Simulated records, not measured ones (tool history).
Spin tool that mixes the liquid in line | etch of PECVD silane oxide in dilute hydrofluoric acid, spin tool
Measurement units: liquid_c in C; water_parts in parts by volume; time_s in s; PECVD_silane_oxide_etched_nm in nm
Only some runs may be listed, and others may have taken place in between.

run 1 hour=0.0 | liquid_c=23.0 water_parts=275 time_s=50 | PECVD_silane_oxide_etched_nm=6.5936
run 2 hour=1.9 | liquid_c=23.0 water_parts=185 time_s=50 | PECVD_silane_oxide_etched_nm=10.7030
run 3 hour=7.2 | liquid_c=23.5 water_parts=185 time_s=50 | PECVD_silane_oxide_etched_nm=11.0670
run 4 hour=8.4 | liquid_c=23.5 water_parts=185 time_s=35 | PECVD_silane_oxide_etched_nm=7.7296
run 5 hour=12.3 | liquid_c=23.5 water_parts=185 time_s=35 | PECVD_silane_oxide_etched_nm=7.7230
run 6 hour=15.1 | liquid_c=24.5 water_parts=175 time_s=35 | PECVD_silane_oxide_etched_nm=8.5827

The next listed run, before its measurement:
run 7 hour=21.9 | liquid_c=25.5 water_parts=170 time_s=35 | PECVD_silane_oxide_etched_nm=?

PECVD_silane_oxide_etched_nm: 9.2483 nm
